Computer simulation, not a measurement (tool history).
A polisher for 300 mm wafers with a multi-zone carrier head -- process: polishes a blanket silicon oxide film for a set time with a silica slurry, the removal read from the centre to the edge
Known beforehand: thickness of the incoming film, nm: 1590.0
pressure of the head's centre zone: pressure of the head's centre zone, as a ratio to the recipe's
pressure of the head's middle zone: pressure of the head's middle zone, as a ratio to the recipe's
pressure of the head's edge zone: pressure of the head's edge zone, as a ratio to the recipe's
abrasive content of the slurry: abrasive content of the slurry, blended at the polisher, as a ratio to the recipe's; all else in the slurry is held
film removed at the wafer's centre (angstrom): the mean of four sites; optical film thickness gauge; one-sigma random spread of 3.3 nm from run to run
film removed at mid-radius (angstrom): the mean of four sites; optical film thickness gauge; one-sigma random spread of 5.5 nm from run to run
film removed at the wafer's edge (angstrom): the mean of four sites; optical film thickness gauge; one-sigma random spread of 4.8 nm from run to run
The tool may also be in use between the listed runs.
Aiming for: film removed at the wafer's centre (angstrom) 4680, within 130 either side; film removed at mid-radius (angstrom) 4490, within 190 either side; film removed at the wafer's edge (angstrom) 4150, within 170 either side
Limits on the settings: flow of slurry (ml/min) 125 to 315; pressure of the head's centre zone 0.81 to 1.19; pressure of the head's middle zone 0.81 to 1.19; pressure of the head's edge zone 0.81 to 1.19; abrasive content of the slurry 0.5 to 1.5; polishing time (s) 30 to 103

run	hour	flow of slurry (ml/min)	pressure of the head's centre zone	pressure of the head's middle zone	pressure of the head's edge zone	abrasive content of the slurry	polishing time (s)	film removed at the wafer's centre (angstrom)	film removed at mid-radius (angstrom)	film removed at the wafer's edge (angstrom)
1	0	205	1	1	1	1	66	3545.5	3421.6	3381.5
2	0.7	205	1	0.96	1	1	66	3579.1	3337	3397.1
3	1.3	205	1	0.96	1.05	1	66	3522.6	3295.6	3484.9
4	2	205	1	1.03	1.05	1	66	3512.5	3528.1	3454
5	7.5	225	1	1.03	1.05	1	66	3557	3579.8	3557.9
6	11.5	225	1	0.99	1.05	1	66	3557.7	3410.6	3518.1
7	14.3	230	1.04	1.03	1.06	1.05	66	3756.5	3615.2	3525.2
# hour 20.7: edge zone pressure recalibrated
8	20.7	240	1.05	1.04	1.07	1.15	66	3932.3	3736.1	3633.5
9	24.4	245	1.06	1.06	1.09	1.25	67	4154.3	3992.3	3919.9
10	33.2	250	1.08	1.08	1.09	1.3	67	4240.1	4064.9	3894.1
11	35.4	255	1.09	1.09	1.1	1.35	67	4367.1	4113.2	3967.6

Of the 4 settings listed for the next run, only one would bring every result within its allowed miss of target. Which one?
A	37.6	295	1.11	1.11	1.08	1.4	70	?	?	?
B	37.6	215	0.99	1.19	1.17	1.5	66	?	?	?
C	37.6	245	0.98	0.82	1.19	1.5	70	?	?	?
D	37.6	225	1.09	1.17	0.96	1.3	67	?	?	?

move	film removed at the wafer's centre (angstrom)	film removed at mid-radius (angstrom)	film removed at the wafer's edge (angstrom)
A	4726.3	4625.7	4165.6
B	3932.1	4599.1	4019.7
C	4170.2	3606	4344.9
D	4242	4434.7	3705.5
A: every result within its allowed miss
B: moves away from the targets compared with the last run
C: moves away from the targets compared with the last run
D: moves away from the targets compared with the last run
So the answer is move A, the one that meets all the targets.
